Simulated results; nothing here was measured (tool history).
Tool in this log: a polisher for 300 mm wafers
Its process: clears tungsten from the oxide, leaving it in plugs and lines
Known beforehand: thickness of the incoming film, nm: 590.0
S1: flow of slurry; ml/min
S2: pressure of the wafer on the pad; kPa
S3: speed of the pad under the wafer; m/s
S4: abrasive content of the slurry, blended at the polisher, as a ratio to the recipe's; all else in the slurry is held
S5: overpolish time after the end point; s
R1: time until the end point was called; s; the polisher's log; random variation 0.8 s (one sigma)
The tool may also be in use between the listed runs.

run	hour	S1	S2	S3	S4	S5	R1
1	0.0	180	26.2	1.28	1.0	35	79.065
2	8.6	220	26.2	1.28	1.0	35	78.067
3	14.4	220	26.2	1.28	1.0	35	77.575
4	15.0	220	24.8	1.28	1.0	35	82.002
5	17.9	220	20.7	1.28	1.0	35	96.776
6	26.1	175	20.7	1.28	1.0	35	99.884

What does the tool deliver on the next run?
7	32.0	180	21.4	1.28	1.0	35	?

Run 7 measured R1 97.203 s.

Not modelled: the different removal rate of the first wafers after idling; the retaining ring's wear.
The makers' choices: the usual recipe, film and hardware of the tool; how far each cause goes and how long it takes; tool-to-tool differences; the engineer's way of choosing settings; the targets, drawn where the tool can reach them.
